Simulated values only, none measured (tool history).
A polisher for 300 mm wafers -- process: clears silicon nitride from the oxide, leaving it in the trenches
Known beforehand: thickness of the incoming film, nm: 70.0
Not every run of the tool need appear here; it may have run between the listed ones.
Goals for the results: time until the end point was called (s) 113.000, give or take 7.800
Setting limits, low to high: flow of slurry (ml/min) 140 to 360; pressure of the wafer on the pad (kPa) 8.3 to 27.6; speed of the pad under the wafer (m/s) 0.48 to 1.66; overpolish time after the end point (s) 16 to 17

run,hour,flow of slurry (ml/min),pressure of the wafer on the pad (kPa),speed of the pad under the wafer (m/s),overpolish time after the end point (s),time until the end point was called (s)
1,0.0,230,17.9,1.06,16,73.950
2,7.1,230,20.0,1.06,16,70.168
3,13.9,230,20.0,0.84,16,87.950
4,16.2,230,19.3,0.84,16,90.953
5,22.9,230,21.4,0.84,16,83.039
6,23.7,230,20.7,0.84,16,85.901
7,29.0,230,20.0,0.84,16,89.252
8,29.8,230,19.3,0.84,16,93.476

5 candidate next runs follow, results not yet known. Just one meets every target within its allowed miss. Identify it.
A,30.6,295,20.0,0.64,16,?
B,30.6,225,19.3,0.74,16,?
C,30.6,155,24.1,0.92,16,?
D,30.6,225,15.2,0.62,17,?
E,30.6,250,22.1,0.94,16,?

move,time until the end point was called (s)
A,112.350
B,102.090
C,73.168
D,140.750
E,73.544
A: all results in spec
B: nearer the targets than the last run, but a result is still out of spec
C: its largest miss is bigger than the last run's
D: takes the biggest miss from the last run beyond its target
E: its largest miss is bigger than the last run's
A meets every target.

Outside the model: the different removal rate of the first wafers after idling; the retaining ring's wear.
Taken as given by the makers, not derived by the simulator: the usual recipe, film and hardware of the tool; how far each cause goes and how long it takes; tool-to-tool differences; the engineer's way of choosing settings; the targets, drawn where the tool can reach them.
